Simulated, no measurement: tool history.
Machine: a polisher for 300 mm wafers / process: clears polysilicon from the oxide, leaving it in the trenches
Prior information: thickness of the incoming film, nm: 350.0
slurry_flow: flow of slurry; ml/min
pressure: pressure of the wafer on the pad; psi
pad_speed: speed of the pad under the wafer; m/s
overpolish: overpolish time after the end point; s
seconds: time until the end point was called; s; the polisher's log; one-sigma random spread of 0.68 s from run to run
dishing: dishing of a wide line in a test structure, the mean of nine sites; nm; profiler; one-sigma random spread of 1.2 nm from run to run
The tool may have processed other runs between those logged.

run 1 hour=0.0 | slurry_flow=215 pressure=3.0 pad_speed=0.82 overpolish=13 | seconds=28.897 dishing=54.456
run 2 hour=4.2 | slurry_flow=215 pressure=2.8 pad_speed=0.82 overpolish=14 | seconds=31.216 dishing=52.264
run 3 hour=10.0 | slurry_flow=215 pressure=2.1 pad_speed=0.82 overpolish=14 | seconds=40.901 dishing=50.183
run 4 hour=16.2 | slurry_flow=215 pressure=2.1 pad_speed=0.82 overpolish=15 | seconds=39.875 dishing=53.263
run 5 hour=19.1 | slurry_flow=255 pressure=2.1 pad_speed=0.82 overpolish=15 | seconds=39.456 dishing=51.939
run 6 hour=22.4 | slurry_flow=255 pressure=2.1 pad_speed=0.82 overpolish=11 | seconds=39.802 dishing=46.778
run 7 hour=24.4 | slurry_flow=255 pressure=2.1 pad_speed=0.82 overpolish=11 | seconds=38.939 dishing=48.939

Run 8, settings as shown, results not yet in. Your forecast:
run 8 hour=27.8 | slurry_flow=255 pressure=1.7 pad_speed=0.80 overpolish=17 | seconds=? dishing=?

Run 8 gave seconds 47.690 s, dishing 52.300 nm.
